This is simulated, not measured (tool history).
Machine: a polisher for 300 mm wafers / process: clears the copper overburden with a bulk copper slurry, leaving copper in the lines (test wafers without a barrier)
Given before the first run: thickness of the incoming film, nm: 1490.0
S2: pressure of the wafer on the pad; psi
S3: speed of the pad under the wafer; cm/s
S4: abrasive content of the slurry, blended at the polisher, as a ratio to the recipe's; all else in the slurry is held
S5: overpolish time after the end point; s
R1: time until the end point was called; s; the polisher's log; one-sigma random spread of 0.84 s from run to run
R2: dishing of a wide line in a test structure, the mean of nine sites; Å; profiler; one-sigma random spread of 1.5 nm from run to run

{"run": 1, "hour": 0.0, "flow of slurry (ml/min)": 295, "S2": 2.7, "S3": 140, "S4": 1.0, "S5": 11, "R1": 103.15, "R2": 552.36}
{"run": 2, "hour": 7.2, "flow of slurry (ml/min)": 295, "S2": 2.4, "S3": 140, "S4": 1.0, "S5": 11, "R1": 115.62, "R2": 532.46}
{"run": 3, "hour": 15.8, "flow of slurry (ml/min)": 295, "S2": 2.8, "S3": 144, "S4": 1.0, "S5": 10, "R1": 93.396, "R2": 551.08}
{"run": 4, "hour": 21.7, "flow of slurry (ml/min)": 295, "S2": 3.1, "S3": 144, "S4": 1.0, "S5": 10, "R1": 85.85, "R2": 590.13}
{"run": 5, "hour": 27.1, "flow of slurry (ml/min)": 295, "S2": 3.4, "S3": 146, "S4": 1.0, "S5": 9, "R1": 77.688, "R2": 597.5}
{"run": 6, "hour": 33.5, "flow of slurry (ml/min)": 295, "S2": 3.6, "S3": 150, "S4": 1.0, "S5": 8, "R1": 69.94, "R2": 573.28}
{"run": 7, "hour": 40.8, "flow of slurry (ml/min)": 295, "S2": 3.7, "S3": 152, "S4": 1.0, "S5": 8, "R1": 68.446, "R2": 595.44}

Expected results for the next run?
{"run": 8, "hour": 48.9, "flow of slurry (ml/min)": 295, "S2": 3.8, "S3": 154, "S4": 1.0, "S5": 8, "R1": "?", "R2": "?"}

{"run 8": {"R1": 66.275, "R2": 623.32}}
